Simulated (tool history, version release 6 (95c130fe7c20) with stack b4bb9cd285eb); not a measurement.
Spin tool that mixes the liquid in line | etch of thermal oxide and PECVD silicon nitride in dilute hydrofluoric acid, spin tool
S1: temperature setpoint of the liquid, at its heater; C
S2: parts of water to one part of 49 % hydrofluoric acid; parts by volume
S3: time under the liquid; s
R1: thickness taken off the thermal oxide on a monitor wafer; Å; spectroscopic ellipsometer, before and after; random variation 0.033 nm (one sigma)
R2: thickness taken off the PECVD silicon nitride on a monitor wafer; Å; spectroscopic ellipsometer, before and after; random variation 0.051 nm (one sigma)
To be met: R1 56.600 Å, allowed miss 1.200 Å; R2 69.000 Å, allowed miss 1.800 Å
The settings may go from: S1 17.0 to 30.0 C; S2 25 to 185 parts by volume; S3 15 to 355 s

run,day,S1,S2,S3,R1,R2
1,0.000,22.0,105,180,73.572,80.414
2,0.183,22.5,110,180,70.910,80.218
3,0.521,22.5,115,180,68.024,75.782
4,0.842,19.0,115,180,58.880,59.528
5,1.104,19.0,115,145,47.352,48.468
6,1.333,20.0,115,145,49.124,51.415
7,1.575,20.5,115,145,49.923,52.513
8,1.646,21.0,115,145,51.374,54.700
9,1.962,21.5,115,145,52.639,57.213
10,2.125,22.0,115,145,53.338,59.564
11,2.379,22.5,115,145,54.312,60.913
12,2.454,23.0,115,145,55.574,62.797
13,2.742,23.5,115,145,56.761,65.081
14,2.833,24.0,115,145,57.734,66.732

5 next moves are on the table. One of them brings every result within its allowed miss. Which?
A,2.925,22.5,85,110,?,?
B,2.925,24.5,140,175,?,?
C,2.925,25.5,105,125,?,?
D,2.925,23.0,115,150,?,?
E,2.925,21.5,130,185,?,?

move,R1,R2
A,58.024,62.795
B,56.800,69.671
C,58.669,70.623
D,57.570,65.762
E,58.182,65.102
A: further off than the last run
B: meets every target
C: brings the result that was furthest off to its target, and leaves another outside
D: further off than the last run
E: further off than the last run
The right move is B.
